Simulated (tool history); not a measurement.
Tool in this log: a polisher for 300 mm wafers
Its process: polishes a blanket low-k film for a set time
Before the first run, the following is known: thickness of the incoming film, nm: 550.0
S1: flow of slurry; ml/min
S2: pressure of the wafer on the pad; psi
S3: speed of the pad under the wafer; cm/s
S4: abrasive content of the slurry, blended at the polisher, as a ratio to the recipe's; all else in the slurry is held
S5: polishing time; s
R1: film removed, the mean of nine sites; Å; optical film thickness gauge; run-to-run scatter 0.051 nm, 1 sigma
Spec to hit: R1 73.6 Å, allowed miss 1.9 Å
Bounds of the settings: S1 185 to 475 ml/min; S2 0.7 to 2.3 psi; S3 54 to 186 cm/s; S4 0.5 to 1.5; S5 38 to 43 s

Run 1, hour 0: S1 305 ml/min, S2 1.5 psi, S3 118 cm/s, S4 1, S5 43 s. Result: R1 169.01 Å.
Run 2, hour 4.5: S1 260 ml/min, S2 1.5 psi, S3 118 cm/s, S4 1, S5 43 s. Result: R1 167.6 Å.
Run 3, hour 10.4: S1 260 ml/min, S2 1.3 psi, S3 110 cm/s, S4 1, S5 43 s. Result: R1 136.79 Å.
Run 4, hour 15.1: S1 220 ml/min, S2 1.3 psi, S3 110 cm/s, S4 1, S5 43 s. Result: R1 136.42 Å.
Run 5, hour 20.1: S1 220 ml/min, S2 1.3 psi, S3 110 cm/s, S4 1, S5 38 s. Result: R1 120.46 Å.
Run 6, hour 25.2: S1 220 ml/min, S2 1 psi, S3 110 cm/s, S4 1, S5 38 s. Result: R1 94.884 Å.
Run 7, hour 29.6: S1 220 ml/min, S2 0.9 psi, S3 110 cm/s, S4 1, S5 38 s. Result: R1 85.033 Å.
Run 8, hour 36.9: S1 220 ml/min, S2 0.9 psi, S3 110 cm/s, S4 1, S5 38 s. Result: R1 85.895 Å.
Run 9, hour 43.4: S1 220 ml/min, S2 0.8 psi, S3 110 cm/s, S4 1, S5 38 s. Result: R1 75.81 Å.

4 candidate next runs follow, results not yet known. Just one meets every target within its allowed miss. Identify it.
Run A, hour 49.9: S1 235 ml/min, S2 0.7 psi, S3 112 cm/s, S4 1.05, S5 39 s. Result: R1 ?.
Run B, hour 49.9: S1 280 ml/min, S2 0.8 psi, S3 104 cm/s, S4 0.9, S5 38 s. Result: R1 ?.
Run C, hour 49.9: S1 215 ml/min, S2 0.8 psi, S3 88 cm/s, S4 1.1, S5 39 s. Result: R1 ?.
Run D, hour 49.9: S1 210 ml/min, S2 0.7 psi, S3 122 cm/s, S4 1.1, S5 38 s. Result: R1 ?.

move      R1
   A  72.769
   B  69.315
   C  69.052
   D  77.294
A: every result lands within tolerance
B: takes the biggest miss from the last run beyond its target
C: takes the biggest miss from the last run beyond its target
D: its largest miss is bigger than the last run's
Move A is the one to make.
